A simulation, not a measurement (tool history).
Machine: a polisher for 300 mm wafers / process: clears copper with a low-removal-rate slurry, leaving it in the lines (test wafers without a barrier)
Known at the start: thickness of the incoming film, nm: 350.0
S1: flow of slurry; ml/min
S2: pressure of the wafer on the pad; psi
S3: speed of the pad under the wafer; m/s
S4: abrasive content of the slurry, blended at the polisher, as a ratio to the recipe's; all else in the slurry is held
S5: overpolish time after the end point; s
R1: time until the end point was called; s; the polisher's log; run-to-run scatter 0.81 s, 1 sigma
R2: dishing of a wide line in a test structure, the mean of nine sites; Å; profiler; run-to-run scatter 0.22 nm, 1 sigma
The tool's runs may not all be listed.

run    day   S1   S2    S3   S4  S5       R1      R2
  1  0.000  215  3.8  1.24  1.0   9   85.202  232.67
  2  0.096  215  3.6  1.24  1.0   7   87.160  175.86
  3  0.329  215  3.6  1.06  1.0   7  102.110  153.37
  4  0.458  220  3.6  1.06  1.0   6  102.390  133.67
  5  0.533  220  3.6  1.06  1.0   4  102.440   92.34
  6  0.750  220  3.6  1.06  1.0   6  101.640  130.81
  7  0.817  225  3.6  1.06  1.0   5  101.540  110.23

Forecast run 8:
  8  1.154  230  3.6  1.06  1.0   5   ?   ?

R1: 102.320 s
R2: 113.80 Å
